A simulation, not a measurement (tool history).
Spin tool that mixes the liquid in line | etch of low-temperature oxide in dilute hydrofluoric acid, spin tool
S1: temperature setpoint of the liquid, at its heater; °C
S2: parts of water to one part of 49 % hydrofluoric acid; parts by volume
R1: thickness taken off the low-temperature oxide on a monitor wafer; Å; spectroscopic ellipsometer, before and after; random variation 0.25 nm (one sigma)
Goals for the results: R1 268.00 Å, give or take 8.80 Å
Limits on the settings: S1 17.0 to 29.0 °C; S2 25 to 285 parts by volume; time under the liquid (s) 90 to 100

run 1 hour=0.0 | S1=21.0 S2=155 time_under_the_liquid_(s)=90 | R1=132.03
run 2 hour=5.1 | S1=21.0 S2=155 time_under_the_liquid_(s)=90 | R1=132.61
run 3 hour=9.1 | S1=18.0 S2=155 time_under_the_liquid_(s)=90 | R1=117.38
run 4 hour=9.7 | S1=20.0 S2=155 time_under_the_liquid_(s)=90 | R1=127.80
run 5 hour=18.7 | S1=22.5 S2=135 time_under_the_liquid_(s)=90 | R1=164.22
run 6 hour=21.7 | S1=22.5 S2=135 time_under_the_liquid_(s)=90 | R1=162.23
run 7 hour=24.3 | S1=24.5 S2=125 time_under_the_liquid_(s)=90 | R1=196.76
run 8 hour=31.4 | S1=26.0 S2=120 time_under_the_liquid_(s)=90 | R1=214.20
run 9 hour=35.8 | S1=27.0 S2=115 time_under_the_liquid_(s)=90 | R1=232.27
run 10 hour=43.8 | S1=29.0 S2=105 time_under_the_liquid_(s)=90 | R1=282.14

Which one of the following 4 next-run settings gets every result inside its allowed miss? There is exactly one.
run A hour=51.8 | S1=28.0 S2=105 time_under_the_liquid_(s)=90 | R1=?
run B hour=51.8 | S1=28.5 S2=120 time_under_the_liquid_(s)=95 | R1=?
run C hour=51.8 | S1=29.0 S2=125 time_under_the_liquid_(s)=95 | R1=?
run D hour=51.8 | S1=28.5 S2=115 time_under_the_liquid_(s)=90 | R1=?

move=A R1=270.49
move=B R1=249.33
move=C R1=242.13
move=D R1=248.18
A: hits every target within its allowed miss
B: carries the result that was furthest off beyond its target, to the other side
C: carries the result that was furthest off beyond its target, to the other side
D: carries the result that was furthest off beyond its target, to the other side
So the answer is move A, the one that meets all the targets.
